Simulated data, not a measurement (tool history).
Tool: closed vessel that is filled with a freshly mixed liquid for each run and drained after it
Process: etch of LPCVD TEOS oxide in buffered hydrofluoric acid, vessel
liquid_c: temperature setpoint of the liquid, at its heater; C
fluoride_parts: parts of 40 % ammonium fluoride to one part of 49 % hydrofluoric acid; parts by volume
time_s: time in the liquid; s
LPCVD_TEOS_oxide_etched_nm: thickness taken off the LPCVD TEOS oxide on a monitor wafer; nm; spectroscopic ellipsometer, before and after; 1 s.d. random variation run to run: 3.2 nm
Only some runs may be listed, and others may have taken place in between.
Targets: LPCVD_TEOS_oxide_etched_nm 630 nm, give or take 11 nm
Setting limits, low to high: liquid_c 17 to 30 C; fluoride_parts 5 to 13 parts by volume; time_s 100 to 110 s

{"run": 1, "hour": 0.0, "liquid_c": 22, "fluoride_parts": 8, "time_s": 100, "LPCVD_TEOS_oxide_etched_nm": 370.05}
{"run": 2, "hour": 4.6, "liquid_c": 22, "fluoride_parts": 8, "time_s": 110, "LPCVD_TEOS_oxide_etched_nm": 402.98}
{"run": 3, "hour": 11.6, "liquid_c": 23, "fluoride_parts": 8, "time_s": 110, "LPCVD_TEOS_oxide_etched_nm": 430.56}
{"run": 4, "hour": 15.8, "liquid_c": 23, "fluoride_parts": 6.5, "time_s": 110, "LPCVD_TEOS_oxide_etched_nm": 527.33}
{"run": 5, "hour": 19.8, "liquid_c": 23.5, "fluoride_parts": 6.5, "time_s": 110, "LPCVD_TEOS_oxide_etched_nm": 543.63}
{"run": 6, "hour": 22.5, "liquid_c": 23.5, "fluoride_parts": 6.5, "time_s": 110, "LPCVD_TEOS_oxide_etched_nm": 536.7}
{"run": 7, "hour": 30.9, "liquid_c": 23.5, "fluoride_parts": 6.5, "time_s": 110, "LPCVD_TEOS_oxide_etched_nm": 537.99}
{"run": 8, "hour": 38.4, "liquid_c": 24, "fluoride_parts": 6.5, "time_s": 110, "LPCVD_TEOS_oxide_etched_nm": 556.65}
{"run": 9, "hour": 41.1, "liquid_c": 25.5, "fluoride_parts": 6.5, "time_s": 110, "LPCVD_TEOS_oxide_etched_nm": 598.9}
{"run": 10, "hour": 49.7, "liquid_c": 26, "fluoride_parts": 6.5, "time_s": 110, "LPCVD_TEOS_oxide_etched_nm": 612.27}

Below are 4 possible settings for the next run. Only one of them brings all results inside the allowed miss of their targets. Which is it?
{"run": "A", "hour": 58.3, "liquid_c": 25, "fluoride_parts": 6.5, "time_s": 110, "LPCVD_TEOS_oxide_etched_nm": "?"}
{"run": "B", "hour": 58.3, "liquid_c": 26.5, "fluoride_parts": 6.5, "time_s": 110, "LPCVD_TEOS_oxide_etched_nm": "?"}
{"run": "C", "hour": 58.3, "liquid_c": 26.5, "fluoride_parts": 6.5, "time_s": 105, "LPCVD_TEOS_oxide_etched_nm": "?"}
{"run": "D", "hour": 58.3, "liquid_c": 23, "fluoride_parts": 5.5, "time_s": 110, "LPCVD_TEOS_oxide_etched_nm": "?"}

move=A LPCVD_TEOS_oxide_etched_nm=579.91
move=B LPCVD_TEOS_oxide_etched_nm=628.65
move=C LPCVD_TEOS_oxide_etched_nm=600.08
move=D LPCVD_TEOS_oxide_etched_nm=600.05
A: its largest miss is bigger than the last run's
B: meets every target
C: its largest miss is bigger than the last run's
D: its largest miss is bigger than the last run's
B is the move that brings every result within its allowed miss.
